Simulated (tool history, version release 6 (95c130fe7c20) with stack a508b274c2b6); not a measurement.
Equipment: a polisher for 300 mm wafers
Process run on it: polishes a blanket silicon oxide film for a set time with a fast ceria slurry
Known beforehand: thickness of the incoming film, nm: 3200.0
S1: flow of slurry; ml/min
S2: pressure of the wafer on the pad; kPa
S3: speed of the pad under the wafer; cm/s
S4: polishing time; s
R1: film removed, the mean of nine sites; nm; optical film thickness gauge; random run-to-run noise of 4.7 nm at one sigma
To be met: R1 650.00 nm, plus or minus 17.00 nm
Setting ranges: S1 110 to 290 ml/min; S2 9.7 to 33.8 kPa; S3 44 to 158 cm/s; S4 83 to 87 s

run,day,S1,S2,S3,S4,R1
1,0.000,185,21.4,100,83,1210.30
2,0.262,180,19.3,100,83,1091.40
3,0.288,180,24.1,100,83,1320.00
4,0.633,175,21.4,98,83,1169.60
5,0.904,170,19.3,96,83,1032.40
6,1.188,165,17.2,96,83,911.26
7,1.212,155,16.5,96,83,857.90
# day 1.329: worn pad replaced by a new one
8,1.329,150,15.9,96,83,895.78
9,1.608,180,9.7,84,83,500.21
10,1.871,175,10.3,84,83,535.73
11,2.004,170,11.0,84,83,562.42
12,2.075,165,11.7,84,83,584.73
13,2.342,160,11.7,84,83,590.95
14,2.454,160,11.7,84,83,584.74
15,2.550,155,11.7,84,83,583.93

Which of these 4 next moves meets every target?
A,2.646,160,11.7,76,83,?
B,2.646,125,11.0,80,83,?
C,2.646,120,12.4,90,87,?
D,2.646,175,9.7,84,83,?

move,R1
A,534.47
B,502.94
C,653.49
D,497.99
A: misses by more than the last run did
B: misses by more than the last run did
C: hits every target within its allowed miss
D: misses by more than the last run did
C is the move that brings every result within its allowed miss.
